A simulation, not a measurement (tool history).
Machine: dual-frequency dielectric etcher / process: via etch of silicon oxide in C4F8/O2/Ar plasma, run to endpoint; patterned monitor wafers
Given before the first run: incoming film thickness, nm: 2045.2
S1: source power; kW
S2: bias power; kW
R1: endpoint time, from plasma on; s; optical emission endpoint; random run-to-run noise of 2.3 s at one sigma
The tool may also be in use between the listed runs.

run,day,S1,S2,R1
1,0.000,2.260,1.629,448.58
2,0.342,2.100,1.543,479.43
3,0.567,1.980,1.537,487.12
4,0.617,2.300,1.537,450.09
5,0.646,2.140,1.526,474.27
6,0.867,2.010,1.519,491.95
7,0.942,1.910,1.514,506.33
8,1.233,1.840,1.510,515.52
9,1.592,1.780,1.507,526.18
10,1.862,1.780,1.507,525.07
11,2.225,1.730,1.504,535.00

What will run 12 give?
12,2.321,1.690,1.502,?

Run 12 yielded R1 541.06 s.
